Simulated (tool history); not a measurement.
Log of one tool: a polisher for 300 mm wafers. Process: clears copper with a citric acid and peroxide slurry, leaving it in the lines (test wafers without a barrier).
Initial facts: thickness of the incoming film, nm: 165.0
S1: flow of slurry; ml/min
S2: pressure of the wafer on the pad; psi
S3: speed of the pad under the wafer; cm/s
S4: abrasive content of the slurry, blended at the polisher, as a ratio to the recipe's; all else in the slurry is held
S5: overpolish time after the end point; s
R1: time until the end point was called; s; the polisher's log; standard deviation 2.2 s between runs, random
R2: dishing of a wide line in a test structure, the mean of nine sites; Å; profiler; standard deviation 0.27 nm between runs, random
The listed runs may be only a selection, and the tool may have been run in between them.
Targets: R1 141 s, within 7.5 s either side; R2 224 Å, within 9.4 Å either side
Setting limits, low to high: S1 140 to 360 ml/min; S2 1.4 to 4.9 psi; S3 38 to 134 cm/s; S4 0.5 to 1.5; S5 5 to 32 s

run    day   S1   S2   S3  S4  S5      R1      R2
  1      0  230  3.1   86   1  16  98.879  185.66
  2  0.038  225  2.8   86   1  19  109.13  206.85
  3  0.183  225  2.5   86   1  21  119.38  204.08
  4  0.496  225    2   86   1  21  135.64  178.61
  5  0.671  220    2   86   1  22  138.15  187.31
  6  0.879  220    2  100   1  22  117.85  218.48
  7  1.217  215  1.8  100   1  23  129.43  205.99
  8  1.458  215  1.8  100   1  23  129.15  204.94
  9  1.629  205  1.8  100   1  24  127.97  210.72
 10  1.729  210  1.7  100   1  25  134.78  209.59

Consider the 4 candidate settings below. Which is the only one whose results all fall within their allowed miss of target?
  A  1.829  215  1.6   92  0.85  31   ?   ?
  B  1.829  210  1.7   92     1  25   ?   ?
  C  1.829  210  1.9  102  1.05  24   ?   ?
  D  1.829  155  2.2   80  1.15  27   ?   ?

move      R1      R2
   A  153.49  223.86
   B  143.09   196.4
   C  118.85  224.77
   D  136.52  221.49
A: the furthest-off result lands on target, but another misses its tolerance
B: the biggest miss grows against the last run
C: the furthest-off result lands on target, but another misses its tolerance
D: every result lands within tolerance
So the answer is move D, the one that meets all the targets.
